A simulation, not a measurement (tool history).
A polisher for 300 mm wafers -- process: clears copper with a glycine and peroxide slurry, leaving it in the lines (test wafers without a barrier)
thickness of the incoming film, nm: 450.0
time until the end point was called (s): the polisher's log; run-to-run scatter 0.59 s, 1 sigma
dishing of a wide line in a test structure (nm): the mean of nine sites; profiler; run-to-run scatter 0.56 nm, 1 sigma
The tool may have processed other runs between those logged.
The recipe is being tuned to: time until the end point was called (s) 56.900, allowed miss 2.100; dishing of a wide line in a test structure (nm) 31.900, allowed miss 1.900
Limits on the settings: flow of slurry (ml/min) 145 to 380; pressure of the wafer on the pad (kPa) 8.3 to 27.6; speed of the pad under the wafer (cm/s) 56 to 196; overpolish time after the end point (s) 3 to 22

run	day	flow of slurry (ml/min)	pressure of the wafer on the pad (kPa)	speed of the pad under the wafer (cm/s)	overpolish time after the end point (s)	time until the end point was called (s)	dishing of a wide line in a test structure (nm)
1	0.000	245	17.9	126	11	60.629	41.559
2	0.138	245	17.9	126	10	63.042	38.886
3	0.221	245	17.9	126	6	61.128	27.341
4	0.350	245	18.6	126	7	60.808	30.675
5	0.488	195	18.6	126	7	62.692	31.332
6	0.642	195	18.6	94	7	80.617	24.903
7	0.679	195	18.6	94	7	80.497	25.416
8	0.950	205	19.3	94	7	77.077	25.648
9	1.146	215	20.0	94	7	74.385	27.341
10	1.338	225	20.7	94	7	71.834	27.207
11	1.396	230	21.4	94	7	69.058	28.625
# day 1.700: slurry nozzle cleaned
12	1.700	240	22.1	94	7	63.826	30.523
13	1.829	250	22.1	94	7	63.615	31.267
14	1.892	260	22.1	94	7	62.954	29.961
15	2.038	265	22.1	94	7	62.711	30.112
16	2.104	270	22.1	94	7	63.080	30.757
17	2.142	280	22.1	94	7	62.555	31.064
18	2.417	285	22.1	94	7	63.748	30.719
19	2.450	285	23.4	94	7	59.831	32.025
20	2.721	290	23.4	94	7	59.987	31.739

Exactly one of the 5 candidate moves below puts every result within its allowed miss. Which one?
A	2.992	375	20.0	98	6	?	?
B	2.992	265	23.4	88	7	?	?
C	2.992	215	20.0	110	6	?	?
D	2.992	280	22.1	106	7	?	?
E	2.992	285	20.0	96	8	?	?

move	time until the end point was called (s)	dishing of a wide line in a test structure (nm)
A	63.217	25.704
B	62.516	29.267
C	60.802	26.394
D	55.911	31.511
E	65.860	30.908
A: lands further from the targets than the last run did
B: lands further from the targets than the last run did
C: lands further from the targets than the last run did
D: hits every target within its allowed miss
E: lands further from the targets than the last run did
The move that meets every target is D.
